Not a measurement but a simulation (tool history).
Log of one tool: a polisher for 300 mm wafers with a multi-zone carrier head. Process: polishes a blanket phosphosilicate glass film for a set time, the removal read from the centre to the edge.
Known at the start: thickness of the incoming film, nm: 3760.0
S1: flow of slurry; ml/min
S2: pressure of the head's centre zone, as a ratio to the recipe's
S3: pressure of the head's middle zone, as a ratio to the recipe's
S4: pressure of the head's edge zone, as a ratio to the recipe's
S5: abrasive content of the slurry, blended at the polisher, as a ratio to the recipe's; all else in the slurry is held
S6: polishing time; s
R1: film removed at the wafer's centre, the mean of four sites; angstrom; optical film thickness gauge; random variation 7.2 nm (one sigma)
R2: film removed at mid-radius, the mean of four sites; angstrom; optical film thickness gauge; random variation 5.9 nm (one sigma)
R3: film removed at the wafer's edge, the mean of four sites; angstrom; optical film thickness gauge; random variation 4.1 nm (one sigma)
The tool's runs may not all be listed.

| run | day | S1 | S2 | S3 | S4 | S5 | S6 | R1 | R2 | R3 |
|---|---|---|---|---|---|---|---|---|---|---|
| 1 | 0 | 265 | 1 | 1 | 1 | 1 | 72 | 5722.7 | 5674.5 | 5843.8 |
| 2 | 0.346 | 280 | 1.03 | 1.02 | 1.03 | 1 | 72 | 5759.7 | 5796.7 | 5899.6 |
| 3 | 0.479 | 280 | 1.03 | 0.93 | 1.03 | 1 | 72 | 5921 | 5362.3 | 5890.8 |
| 4 | 0.521 | 280 | 1.03 | 0.93 | 1.08 | 1 | 72 | 5907 | 5405.9 | 5984.1 |
| 5 | 0.575 | 280 | 1.03 | 0.93 | 1.08 | 0.9 | 72 | 5529 | 5125.1 | 5781 |
| 6 | 0.9 | 335 | 1.03 | 0.93 | 1.08 | 0.9 | 72 | 5615.2 | 5175.2 | 5783.8 |
| 7 | 0.938 | 335 | 1.05 | 0.95 | 1.09 | 0.95 | 72 | 5923.7 | 5396.7 | 5997.5 |
| 8 | 1.308 | 335 | 1.08 | 0.98 | 1.1 | 0.95 | 72 | 6022.6 | 5493.9 | 6013.6 |

Forecast run 9:
| 9 | 1.542 | 335 | 1.08 | 0.98 | 1.1 | 0.95 | 72 | ? | ? | ? |

Run 9 gave R1 6094.9 angstrom, R2 5590.5 angstrom, R3 6035.6 angstrom.
